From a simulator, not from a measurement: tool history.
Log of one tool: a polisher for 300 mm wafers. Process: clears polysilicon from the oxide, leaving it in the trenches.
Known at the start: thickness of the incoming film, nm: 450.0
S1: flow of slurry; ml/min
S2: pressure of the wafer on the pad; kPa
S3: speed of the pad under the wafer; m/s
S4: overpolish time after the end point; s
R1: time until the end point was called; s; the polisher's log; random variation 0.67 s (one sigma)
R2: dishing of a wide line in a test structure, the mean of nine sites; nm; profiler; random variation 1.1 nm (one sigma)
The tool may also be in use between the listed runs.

Run 1, hour 0.0: S1 200 ml/min, S2 11.7 kPa, S3 0.94 m/s, S4 15 s. Result: R1 61.553 s, R2 48.288 nm.
Run 2, hour 5.8: S1 200 ml/min, S2 13.1 kPa, S3 0.96 m/s, S4 15 s. Result: R1 55.930 s, R2 50.800 nm.
Run 3, hour 10.9: S1 170 ml/min, S2 13.1 kPa, S3 0.96 m/s, S4 15 s. Result: R1 56.225 s, R2 47.545 nm.
Run 4, hour 19.5: S1 170 ml/min, S2 11.0 kPa, S3 0.96 m/s, S4 15 s. Result: R1 64.246 s, R2 49.504 nm.
Run 5, hour 20.6: S1 170 ml/min, S2 11.0 kPa, S3 0.96 m/s, S4 10 s. Result: R1 63.586 s, R2 40.099 nm.
Run 6, hour 21.3: S1 175 ml/min, S2 13.1 kPa, S3 1.00 m/s, S4 12 s. Result: R1 55.891 s, R2 46.264 nm.
Run 7, hour 26.1: S1 175 ml/min, S2 14.5 kPa, S3 1.06 m/s, S4 12 s. Result: R1 46.871 s, R2 48.650 nm.

The next listed run, before its measurement:
Run 8, hour 33.9: S1 175 ml/min, S2 15.2 kPa, S3 1.08 m/s, S4 13 s. Result: R1 ?, R2 ?.

{"run 8": {"R1": 43.763, "R2": 50.916}}
